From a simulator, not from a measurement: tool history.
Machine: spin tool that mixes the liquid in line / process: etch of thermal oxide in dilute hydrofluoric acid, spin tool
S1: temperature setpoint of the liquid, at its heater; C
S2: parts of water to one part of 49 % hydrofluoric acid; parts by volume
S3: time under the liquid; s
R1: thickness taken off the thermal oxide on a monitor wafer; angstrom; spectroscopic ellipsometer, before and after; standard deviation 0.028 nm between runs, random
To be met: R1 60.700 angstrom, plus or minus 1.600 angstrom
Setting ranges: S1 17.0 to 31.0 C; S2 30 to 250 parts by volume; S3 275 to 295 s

run,hour,S1,S2,S3,R1
1,0.0,23.0,140,275,82.161
2,7.9,21.5,145,275,73.902
3,12.4,20.5,145,275,70.936
4,17.1,18.5,145,275,65.511
5,23.7,18.5,175,275,52.545
6,32.2,19.5,175,275,54.659
7,37.0,20.0,175,275,55.641
8,45.5,20.5,175,275,57.015
9,54.1,21.0,175,275,58.184

Pick the move, out of 4, that brings all results within their allowed miss; only one does.
A,62.7,20.5,175,290,?
B,62.7,22.0,175,290,?
C,62.7,21.5,185,280,?
D,62.7,20.0,180,285,?

move,R1
A,59.628
B,63.190
C,56.028
D,55.589
A: all results land within tolerance of their targets
B: moves the result that the last run missed by most past its target, out the other side
C: further off than the last run
D: further off than the last run
Go with A: it meets all targets.
